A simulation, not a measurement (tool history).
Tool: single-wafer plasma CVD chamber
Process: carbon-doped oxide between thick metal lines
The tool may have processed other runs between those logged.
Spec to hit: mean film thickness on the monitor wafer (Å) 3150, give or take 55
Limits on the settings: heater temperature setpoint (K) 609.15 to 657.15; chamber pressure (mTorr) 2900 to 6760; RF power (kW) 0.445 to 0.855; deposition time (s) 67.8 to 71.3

run  hour  heater temperature setpoint (K)  chamber pressure (mTorr)  RF power (kW)  deposition time (s)  mean film thickness on the monitor wafer (Å)
  1     0                           633.15                      4830           0.65                 71.3                                        3784.1
  2   0.6                           628.15                      4830           0.65                 71.3                                        3839.3
  3   2.7                           630.15                      4510          0.625                 71.1                                        3645.5
  4   7.1                           630.15                      3820          0.625                 71.1                                        3519.3
  5  15.6                           620.15                      3820          0.625                 71.1                                          3637
  6  19.1                           624.15                      3640          0.615                 71.1                                        3491.5
  7  24.3                           627.15                      3490          0.615                 71.1                                        3468.7
  8  28.8                           629.15                      3370           0.61                 71.1                                        3389.5
  9  32.9                           631.15                      3280           0.61                 71.1                                        3351.8
 10  39.5                           633.15                      3200           0.61                 71.1                                        3333.1
 11  42.4                           635.15                      3140          0.605                 71.1                                        3292.4

Exercise: of the 5 proposed moves below, exactly one satisfies all targets within the stated allowed misses. Which move is it?
  A  45.3                           642.15                      2900           0.63                 70.6                                             ?
  B  45.3                           639.15                      3050          0.585                 70.5                                             ?
  C  45.3                           635.15                      2900           0.58                 67.8                                             ?
  D  45.3                           631.15                      3050           0.57                 67.8                                             ?
  E  45.3                           634.15                      2960            0.6                 71.3                                             ?

move  mean film thickness on the monitor wafer (Å)
   A                                        3263.7
   B                                        3156.6
   C                                        3030.8
   D                                        3050.2
   E                                        3270.5
A: closer than the last run, but not yet in spec
B: in spec on every target
C: takes the result that was furthest off past its target
D: takes the result that was furthest off past its target
E: closer than the last run, but not yet in spec
Go with B: it meets all targets.
